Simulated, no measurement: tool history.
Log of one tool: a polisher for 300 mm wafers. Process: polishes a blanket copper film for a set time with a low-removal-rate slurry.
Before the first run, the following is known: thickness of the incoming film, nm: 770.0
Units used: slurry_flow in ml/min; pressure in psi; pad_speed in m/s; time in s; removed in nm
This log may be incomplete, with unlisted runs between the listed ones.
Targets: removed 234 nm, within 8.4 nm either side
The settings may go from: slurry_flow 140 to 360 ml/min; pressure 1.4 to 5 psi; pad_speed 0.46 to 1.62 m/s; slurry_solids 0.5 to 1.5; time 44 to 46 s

| run | day | slurry_flow | pressure | pad_speed | slurry_solids | time | removed |
|---|---|---|---|---|---|---|---|
| 1 | 0 | 230 | 3.2 | 1.04 | 1 | 44 | 160.82 |
| 2 | 0.154 | 230 | 3.2 | 0.92 | 1 | 44 | 143.2 |
| 3 | 0.179 | 230 | 3.2 | 0.92 | 1.1 | 44 | 144.37 |
| 4 | 0.333 | 230 | 3.6 | 0.92 | 1.1 | 44 | 168.4 |
| 5 | 0.408 | 230 | 4.3 | 0.92 | 1.1 | 44 | 197.18 |
| 6 | 0.462 | 230 | 4.5 | 0.92 | 1.1 | 44 | 204.71 |
| 7 | 0.538 | 230 | 4.6 | 0.92 | 1.1 | 44 | 208.75 |
| 8 | 0.771 | 230 | 4.7 | 0.92 | 1.1 | 44 | 215.37 |
| 9 | 1.121 | 230 | 4.8 | 0.92 | 1.1 | 44 | 222.9 |
| 10 | 1.471 | 230 | 4.9 | 0.92 | 1.1 | 44 | 222.28 |

Consider the 4 candidate settings below. Which is the only one whose results all fall within their allowed miss of target?
| A | 1.821 | 235 | 4.9 | 0.8 | 1.1 | 45 | ? |
| B | 1.821 | 250 | 5 | 0.8 | 1.05 | 46 | ? |
| C | 1.821 | 225 | 4.4 | 1.04 | 1 | 46 | ? |
| D | 1.821 | 215 | 4.7 | 0.9 | 1.25 | 45 | ? |

| move | removed |
|---|---|
| A | 202.88 |
| B | 210.6 |
| C | 233.8 |
| D | 222.66 |
A: the biggest miss grows against the last run
B: the biggest miss grows against the last run
C: hits every target within its allowed miss
D: just as far off the targets as the last run
Correct choice: C, which meets every target

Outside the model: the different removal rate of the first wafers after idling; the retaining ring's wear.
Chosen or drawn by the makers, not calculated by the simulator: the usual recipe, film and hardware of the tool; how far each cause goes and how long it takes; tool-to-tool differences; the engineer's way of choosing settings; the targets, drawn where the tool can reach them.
